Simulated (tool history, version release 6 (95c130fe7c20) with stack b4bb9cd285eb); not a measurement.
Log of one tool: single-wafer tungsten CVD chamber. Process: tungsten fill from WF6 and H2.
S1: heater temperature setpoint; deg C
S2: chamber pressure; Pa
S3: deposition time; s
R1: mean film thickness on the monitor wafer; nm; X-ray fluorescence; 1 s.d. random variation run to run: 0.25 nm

run	hour	S1	S2	S3	R1
1	0	370	4240	32.6	53.633
2	3	370	4240	33.6	55.795
3	6.3	371	4240	33.6	56.808
4	13.6	372	4240	33.6	57.957
5	18.4	372	4240	33.6	57.465
6	26.1	372	4240	32.6	56.262
7	30.1	373	4240	32.6	57.798

Expected results for the next run?
8	36.1	374	4240	32.6	?

{"run 8": {"R1": 58.536}}

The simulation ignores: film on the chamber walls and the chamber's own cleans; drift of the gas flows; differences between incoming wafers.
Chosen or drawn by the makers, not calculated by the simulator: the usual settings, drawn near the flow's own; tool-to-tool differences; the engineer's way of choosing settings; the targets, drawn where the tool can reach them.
